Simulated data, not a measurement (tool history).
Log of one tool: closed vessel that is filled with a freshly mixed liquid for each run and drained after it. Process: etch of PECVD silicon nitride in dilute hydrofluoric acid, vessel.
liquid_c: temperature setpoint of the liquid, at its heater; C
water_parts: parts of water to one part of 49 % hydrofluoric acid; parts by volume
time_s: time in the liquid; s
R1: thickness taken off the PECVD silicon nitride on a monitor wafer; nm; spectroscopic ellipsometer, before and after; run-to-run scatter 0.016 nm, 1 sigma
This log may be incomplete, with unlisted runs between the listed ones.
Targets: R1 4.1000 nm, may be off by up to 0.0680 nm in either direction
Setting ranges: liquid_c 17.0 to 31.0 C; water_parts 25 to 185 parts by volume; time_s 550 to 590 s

Run 1, day 0.000: liquid_c 23.0 C, water_parts 105 parts by volume, time_s 550 s. Result: R1 9.9521 nm.
Run 2, day 0.121: liquid_c 22.5 C, water_parts 110 parts by volume, time_s 550 s. Result: R1 9.1218 nm.
Run 3, day 0.392: liquid_c 22.0 C, water_parts 115 parts by volume, time_s 550 s. Result: R1 8.4628 nm.
Run 4, day 0.725: liquid_c 21.5 C, water_parts 120 parts by volume, time_s 550 s. Result: R1 7.8414 nm.
Run 5, day 1.117: liquid_c 25.0 C, water_parts 120 parts by volume, time_s 550 s. Result: R1 9.8278 nm.
Run 6, day 1.462: liquid_c 25.0 C, water_parts 120 parts by volume, time_s 550 s. Result: R1 9.8782 nm.
Run 7, day 1.708: liquid_c 24.0 C, water_parts 125 parts by volume, time_s 550 s. Result: R1 8.9061 nm.
Run 8, day 2.096: liquid_c 23.0 C, water_parts 130 parts by volume, time_s 550 s. Result: R1 8.0265 nm.
Run 9, day 2.238: liquid_c 19.0 C, water_parts 170 parts by volume, time_s 550 s. Result: R1 4.7277 nm.
Run 10, day 2.333: liquid_c 19.0 C, water_parts 170 parts by volume, time_s 550 s. Result: R1 4.6994 nm.
Run 11, day 2.446: liquid_c 18.0 C, water_parts 170 parts by volume, time_s 550 s. Result: R1 4.3699 nm.
Run 12, day 2.779: liquid_c 17.5 C, water_parts 170 parts by volume, time_s 550 s. Result: R1 4.2557 nm.
At day 2.938: hydrofluoric acid flow meter replaced.
Run 13, day 2.938: liquid_c 17.0 C, water_parts 170 parts by volume, time_s 550 s. Result: R1 3.7317 nm.
Run 14, day 3.050: liquid_c 17.5 C, water_parts 170 parts by volume, time_s 550 s. Result: R1 3.9082 nm.
Run 15, day 3.108: liquid_c 18.0 C, water_parts 170 parts by volume, time_s 550 s. Result: R1 3.9888 nm.

Which single option among these 4 for the next run brings every result within its allowed miss of target? Just one does.
Run A, day 3.167: liquid_c 17.0 C, water_parts 155 parts by volume, time_s 550 s. Result: R1 ?.
Run B, day 3.167: liquid_c 17.5 C, water_parts 180 parts by volume, time_s 585 s. Result: R1 ?.
Run C, day 3.167: liquid_c 17.0 C, water_parts 165 parts by volume, time_s 550 s. Result: R1 ?.
Run D, day 3.167: liquid_c 19.0 C, water_parts 185 parts by volume, time_s 555 s. Result: R1 ?.

move      R1
   A  4.0885
   B  3.8960
   C  3.8498
   D  3.9808
A: every result lands within tolerance
B: further off than the last run
C: further off than the last run
D: further off than the last run
The move that meets every target is A.

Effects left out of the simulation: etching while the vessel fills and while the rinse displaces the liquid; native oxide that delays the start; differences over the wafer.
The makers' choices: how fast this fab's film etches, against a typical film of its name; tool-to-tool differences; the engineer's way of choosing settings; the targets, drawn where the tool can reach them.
